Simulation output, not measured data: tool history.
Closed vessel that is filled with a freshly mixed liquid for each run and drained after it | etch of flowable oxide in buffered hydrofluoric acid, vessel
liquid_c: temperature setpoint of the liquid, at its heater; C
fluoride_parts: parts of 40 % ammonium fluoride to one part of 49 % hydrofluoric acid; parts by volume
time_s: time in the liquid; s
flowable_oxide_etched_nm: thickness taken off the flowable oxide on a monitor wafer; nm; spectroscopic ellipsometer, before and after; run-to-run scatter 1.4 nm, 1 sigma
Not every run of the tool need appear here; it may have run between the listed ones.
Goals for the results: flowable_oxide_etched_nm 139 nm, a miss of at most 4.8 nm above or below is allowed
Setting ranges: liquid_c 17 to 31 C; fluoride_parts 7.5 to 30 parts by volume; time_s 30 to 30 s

| run | hour | liquid_c | fluoride_parts | time_s | flowable_oxide_etched_nm |
|---|---|---|---|---|---|
| 1 | 0 | 23 | 22 | 30 | 58.536 |
| 2 | 7.3 | 23 | 22 | 30 | 59.639 |
| 3 | 13.9 | 24 | 20.5 | 30 | 65.511 |
| 4 | 16 | 25 | 19 | 30 | 74.517 |
| 5 | 24.9 | 26 | 18 | 30 | 84.41 |
| 6 | 29.6 | 24.5 | 18 | 30 | 75.515 |
| 7 | 36.2 | 25.5 | 17.5 | 30 | 83.175 |
| 8 | 41.6 | 29.5 | 12 | 30 | 148.63 |

Which one of the following 4 next-run settings gets every result inside its allowed miss? There is exactly one.
| A | 47 | 31 | 13 | 30 | ? |
| B | 47 | 29.5 | 13 | 30 | ? |
| C | 47 | 31 | 12.5 | 30 | ? |
| D | 47 | 28 | 10.5 | 30 | ? |

| move | flowable_oxide_etched_nm |
|---|---|
| A | 149.68 |
| B | 138.36 |
| C | 155.52 |
| D | 157.4 |
A: further off than the last run
B: all results land within tolerance of their targets
C: further off than the last run
D: further off than the last run
Correct choice: B, which meets every target
